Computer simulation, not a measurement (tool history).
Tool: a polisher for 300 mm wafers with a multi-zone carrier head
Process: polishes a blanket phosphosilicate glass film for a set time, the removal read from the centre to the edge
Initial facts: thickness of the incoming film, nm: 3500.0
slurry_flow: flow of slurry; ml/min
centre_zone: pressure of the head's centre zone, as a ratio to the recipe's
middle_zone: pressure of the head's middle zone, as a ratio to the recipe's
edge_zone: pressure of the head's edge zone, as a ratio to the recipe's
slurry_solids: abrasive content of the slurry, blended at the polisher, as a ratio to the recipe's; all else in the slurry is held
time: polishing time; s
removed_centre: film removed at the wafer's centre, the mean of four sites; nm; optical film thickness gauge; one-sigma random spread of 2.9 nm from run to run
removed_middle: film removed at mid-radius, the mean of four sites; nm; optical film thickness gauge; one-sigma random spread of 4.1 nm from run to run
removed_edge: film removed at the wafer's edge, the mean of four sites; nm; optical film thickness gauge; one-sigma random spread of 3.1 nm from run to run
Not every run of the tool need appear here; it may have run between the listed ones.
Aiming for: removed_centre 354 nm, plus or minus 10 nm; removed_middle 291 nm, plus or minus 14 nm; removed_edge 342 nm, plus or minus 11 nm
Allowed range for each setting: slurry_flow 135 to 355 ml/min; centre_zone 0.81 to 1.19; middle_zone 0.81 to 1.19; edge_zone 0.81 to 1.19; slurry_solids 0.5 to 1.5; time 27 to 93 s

run 1 hour=0 | slurry_flow=225 centre_zone=1 middle_zone=1 edge_zone=1 slurry_solids=1 time=59 | removed_centre=487.7 removed_middle=509.71 removed_edge=497.05
run 2 hour=2.3 | slurry_flow=215 centre_zone=1.02 middle_zone=0.94 edge_zone=1 slurry_solids=0.85 time=56 | removed_centre=425.63 removed_middle=399.55 removed_edge=422.47
run 3 hour=8.2 | slurry_flow=215 centre_zone=1.02 middle_zone=0.94 edge_zone=1 slurry_solids=0.85 time=66 | removed_centre=493.24 removed_middle=474.76 removed_edge=490.65
run 4 hour=15.9 | slurry_flow=205 centre_zone=1.02 middle_zone=0.9 edge_zone=0.98 slurry_solids=0.75 time=64 | removed_centre=436.34 removed_middle=407.56 removed_edge=429.25
run 5 hour=17.7 | slurry_flow=205 centre_zone=1.02 middle_zone=0.9 edge_zone=0.98 slurry_solids=0.65 time=64 | removed_centre=369.38 removed_middle=347.57 removed_edge=361.54
run 6 hour=21.8 | slurry_flow=200 centre_zone=1.03 middle_zone=0.87 edge_zone=0.99 slurry_solids=0.65 time=64 | removed_centre=374.34 removed_middle=329.89 removed_edge=362.15
run 7 hour=28.1 | slurry_flow=165 centre_zone=1.02 middle_zone=0.81 edge_zone=0.96 slurry_solids=0.55 time=64 | removed_centre=284.61 removed_middle=254.21 removed_edge=288.56
run 8 hour=32.1 | slurry_flow=195 centre_zone=1.02 middle_zone=0.81 edge_zone=0.99 slurry_solids=0.55 time=64 | removed_centre=294.32 removed_middle=254.75 removed_edge=291.88
run 9 hour=33.4 | slurry_flow=210 centre_zone=1.03 middle_zone=0.83 edge_zone=1.03 slurry_solids=0.55 time=64 | removed_centre=305.21 removed_middle=266.72 removed_edge=303.78
run 10 hour=35.7 | slurry_flow=235 centre_zone=1.04 middle_zone=0.83 edge_zone=1.06 slurry_solids=0.55 time=64 | removed_centre=314.01 removed_middle=264.96 removed_edge=318.69
run 11 hour=40.2 | slurry_flow=255 centre_zone=1.05 middle_zone=0.84 edge_zone=1.05 slurry_solids=0.55 time=64 | removed_centre=314.04 removed_middle=272.58 removed_edge=315.77
run 12 hour=40.8 | slurry_flow=250 centre_zone=1.07 middle_zone=0.85 edge_zone=1.07 slurry_solids=0.55 time=64 | removed_centre=319.09 removed_middle=272.61 removed_edge=309.64
run 13 hour=47.3 | slurry_flow=315 centre_zone=1.08 middle_zone=0.82 edge_zone=1.11 slurry_solids=0.7 time=64 | removed_centre=443.47 removed_middle=372.44 removed_edge=442.37
run 14 hour=55.1 | slurry_flow=270 centre_zone=1.08 middle_zone=0.82 edge_zone=1.1 slurry_solids=0.7 time=64 | removed_centre=435.37 removed_middle=366.59 removed_edge=439.14
run 15 hour=59.8 | slurry_flow=250 centre_zone=1.08 middle_zone=0.82 edge_zone=1.07 slurry_solids=0.65 time=64 | removed_centre=399.97 removed_middle=326.66 removed_edge=393.58
run 16 hour=61.9 | slurry_flow=185 centre_zone=1.07 middle_zone=0.87 edge_zone=1.03 slurry_solids=0.65 time=64 | removed_centre=379.99 removed_middle=328.21 removed_edge=375.93
run 17 hour=63.5 | slurry_flow=190 centre_zone=1.07 middle_zone=0.85 edge_zone=1.02 slurry_solids=0.65 time=64 | removed_centre=383.49 removed_middle=325.06 removed_edge=370.49
run 18 hour=65.2 | slurry_flow=185 centre_zone=1.07 middle_zone=0.84 edge_zone=1.02 slurry_solids=0.65 time=64 | removed_centre=380.47 removed_middle=328.59 removed_edge=372.17
run 19 hour=70.5 | slurry_flow=215 centre_zone=1.07 middle_zone=0.83 edge_zone=1.03 slurry_solids=0.65 time=64 | removed_centre=392.08 removed_middle=329.43 removed_edge=380.47
run 20 hour=78.5 | slurry_flow=215 centre_zone=1.07 middle_zone=0.82 edge_zone=1.03 slurry_solids=0.65 time=64 | removed_centre=389.01 removed_middle=331.26 removed_edge=381.92

Exactly one of the 5 candidate moves below puts every result within its allowed miss. Which one?
run A hour=86.5 | slurry_flow=245 centre_zone=0.86 middle_zone=0.86 edge_zone=1.03 slurry_solids=0.75 time=59 | removed_centre=? removed_middle=? removed_edge=?
run B hour=86.5 | slurry_flow=265 centre_zone=1.09 middle_zone=0.83 edge_zone=1.06 slurry_solids=0.6 time=61 | removed_centre=? removed_middle=? removed_edge=?
run C hour=86.5 | slurry_flow=245 centre_zone=1.16 middle_zone=1.07 edge_zone=0.81 slurry_solids=0.65 time=66 | removed_centre=? removed_middle=? removed_edge=?
run D hour=86.5 | slurry_flow=220 centre_zone=1.11 middle_zone=1.03 edge_zone=0.88 slurry_solids=0.65 time=64 | removed_centre=? removed_middle=? removed_edge=?
run E hour=86.5 | slurry_flow=195 centre_zone=1.02 middle_zone=0.85 edge_zone=0.99 slurry_solids=0.65 time=65 | removed_centre=? removed_middle=? removed_edge=?

move=A removed_centre=349.78 removed_middle=366.78 removed_edge=419.07
move=B removed_centre=348.91 removed_middle=292.24 removed_edge=346.5
move=C removed_centre=435.13 removed_middle=411.73 removed_edge=361.11
move=D removed_centre=399.89 removed_middle=383.2 removed_edge=359.71
move=E removed_centre=370.12 removed_middle=334.96 removed_edge=381.73
A: misses by more than the last run did
B: all results land within tolerance of their targets
C: misses by more than the last run did
D: misses by more than the last run did
E: no nearer and no further than the last run
Correct choice: B, which meets every target
